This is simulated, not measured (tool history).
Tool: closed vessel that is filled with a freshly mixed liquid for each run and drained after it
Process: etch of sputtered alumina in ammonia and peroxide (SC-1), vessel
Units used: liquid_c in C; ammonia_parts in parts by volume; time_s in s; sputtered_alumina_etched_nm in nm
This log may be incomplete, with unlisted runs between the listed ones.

run	hour	liquid_c	ammonia_parts	time_s	sputtered_alumina_etched_nm
1	0	58	0.6	460	30.43
2	8.4	59.5	0.6	460	33.27
3	12.4	59.5	0.6	460	33.393
4	19.9	60.5	0.6	460	34.407
5	23.9	60.5	0.5	460	33.727
6	25.9	60.5	0.65	460	34.907
7	34.6	61.5	0.65	460	36.429
8	35.4	62.5	0.65	460	38.308

Forecast run 9:
9	36.9	63.5	0.65	460	?

{"run 9": {"sputtered_alumina_etched_nm": 41.142}}
